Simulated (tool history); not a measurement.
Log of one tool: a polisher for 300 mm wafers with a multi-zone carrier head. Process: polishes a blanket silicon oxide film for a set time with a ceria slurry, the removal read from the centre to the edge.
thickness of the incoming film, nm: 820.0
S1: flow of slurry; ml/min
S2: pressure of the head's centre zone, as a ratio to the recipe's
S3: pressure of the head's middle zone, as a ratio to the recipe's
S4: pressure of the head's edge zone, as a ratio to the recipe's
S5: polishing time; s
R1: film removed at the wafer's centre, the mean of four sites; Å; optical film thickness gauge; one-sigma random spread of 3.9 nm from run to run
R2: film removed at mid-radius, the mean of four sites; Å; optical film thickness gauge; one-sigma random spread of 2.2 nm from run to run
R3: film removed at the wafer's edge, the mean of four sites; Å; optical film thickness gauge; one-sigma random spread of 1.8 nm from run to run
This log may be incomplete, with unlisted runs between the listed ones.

run,hour,S1,S2,S3,S4,S5,R1,R2,R3
1,0.0,155,1.00,1.00,1.00,38,3364.4,3360.5,3319.5
2,5.9,150,1.00,0.97,0.98,37,3070.7,3136.9,3128.4
3,13.2,145,1.03,0.94,0.97,37,3237.5,3044.3,3108.3
4,20.3,145,1.03,0.99,0.97,37,3210.4,3229.9,3114.9
5,28.1,145,1.03,0.99,0.92,37,3159.9,3125.2,3075.6
6,36.6,140,1.04,0.97,0.90,37,3228.0,3042.6,3036.6
7,41.4,135,1.04,0.95,0.89,37,3244.2,3008.8,2961.8

What will run 8 give?
8,48.9,135,1.03,0.93,0.90,36,?,?,?

R1: 3085.0 Å
R2: 2854.6 Å
R3: 2870.0 Å
